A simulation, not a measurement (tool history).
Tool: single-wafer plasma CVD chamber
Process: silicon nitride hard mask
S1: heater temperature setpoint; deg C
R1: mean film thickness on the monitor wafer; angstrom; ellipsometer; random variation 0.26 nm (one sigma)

run 1 day=0 | S1=395 chamber_pressure_(Pa)=169 RF_power_(kW)=0.29 deposition_time_(s)=76.1 | R1=849.15
run 2 day=0.279 | S1=395 chamber_pressure_(Pa)=169 RF_power_(kW)=0.31 deposition_time_(s)=76.1 | R1=879.43
run 3 day=0.321 | S1=395 chamber_pressure_(Pa)=169 RF_power_(kW)=0.34 deposition_time_(s)=76.1 | R1=923.04
run 4 day=0.65 | S1=384 chamber_pressure_(Pa)=169 RF_power_(kW)=0.34 deposition_time_(s)=76.1 | R1=932.92
run 5 day=0.721 | S1=385 chamber_pressure_(Pa)=155 RF_power_(kW)=0.315 deposition_time_(s)=76.1 | R1=869.91
run 6 day=0.879 | S1=386 chamber_pressure_(Pa)=144 RF_power_(kW)=0.295 deposition_time_(s)=76.1 | R1=818.83
run 7 day=1.146 | S1=387 chamber_pressure_(Pa)=111 RF_power_(kW)=0.25 deposition_time_(s)=76.1 | R1=691.15

Run 8 comes next. What will it give?
run 8 day=1.279 | S1=387 chamber_pressure_(Pa)=109 RF_power_(kW)=0.245 deposition_time_(s)=76.1 | R1=?

Run 8 gave R1 684.64 angstrom.
